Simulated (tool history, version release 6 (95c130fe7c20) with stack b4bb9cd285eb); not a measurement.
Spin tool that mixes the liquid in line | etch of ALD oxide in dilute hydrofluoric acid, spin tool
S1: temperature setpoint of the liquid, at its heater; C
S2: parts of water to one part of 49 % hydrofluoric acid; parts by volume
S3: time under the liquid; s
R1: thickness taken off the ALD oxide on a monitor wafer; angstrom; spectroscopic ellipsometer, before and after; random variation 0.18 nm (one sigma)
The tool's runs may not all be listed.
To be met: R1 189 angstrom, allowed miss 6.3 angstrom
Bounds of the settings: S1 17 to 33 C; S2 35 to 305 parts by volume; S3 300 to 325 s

Run 1, hour 0: S1 25 C, S2 170 parts by volume, S3 300 s. Result: R1 282.57 angstrom.
Run 2, hour 3.3: S1 25 C, S2 170 parts by volume, S3 300 s. Result: R1 281.67 angstrom.
Run 3, hour 10.7: S1 23.5 C, S2 175 parts by volume, S3 300 s. Result: R1 254.63 angstrom.
Run 4, hour 16.8: S1 23.5 C, S2 175 parts by volume, S3 325 s. Result: R1 277.97 angstrom.
Run 5, hour 21.4: S1 23.5 C, S2 175 parts by volume, S3 300 s. Result: R1 258.56 angstrom.
Run 6, hour 23: S1 21 C, S2 175 parts by volume, S3 300 s. Result: R1 234.12 angstrom.
Run 7, hour 27.7: S1 20.5 C, S2 175 parts by volume, S3 300 s. Result: R1 228.86 angstrom.
Run 8, hour 35.4: S1 20 C, S2 175 parts by volume, S3 300 s. Result: R1 226.25 angstrom.
Run 9, hour 38.4: S1 19.5 C, S2 175 parts by volume, S3 300 s. Result: R1 218.25 angstrom.

4 next moves are on the table. One of them brings every result within its allowed miss. Which?
Run A, hour 41.4: S1 19.5 C, S2 190 parts by volume, S3 310 s. Result: R1 ?.
Run B, hour 41.4: S1 18 C, S2 200 parts by volume, S3 315 s. Result: R1 ?.
Run C, hour 41.4: S1 19 C, S2 185 parts by volume, S3 300 s. Result: R1 ?.
Run D, hour 41.4: S1 22.5 C, S2 200 parts by volume, S3 300 s. Result: R1 ?.

move      R1
   A   206.8
   B  186.42
   C  202.53
   D  211.14
A: nearer than the last run, and not there yet
B: meets every target
C: nearer than the last run, and not there yet
D: nearer than the last run, and not there yet
Move B is the one to make.
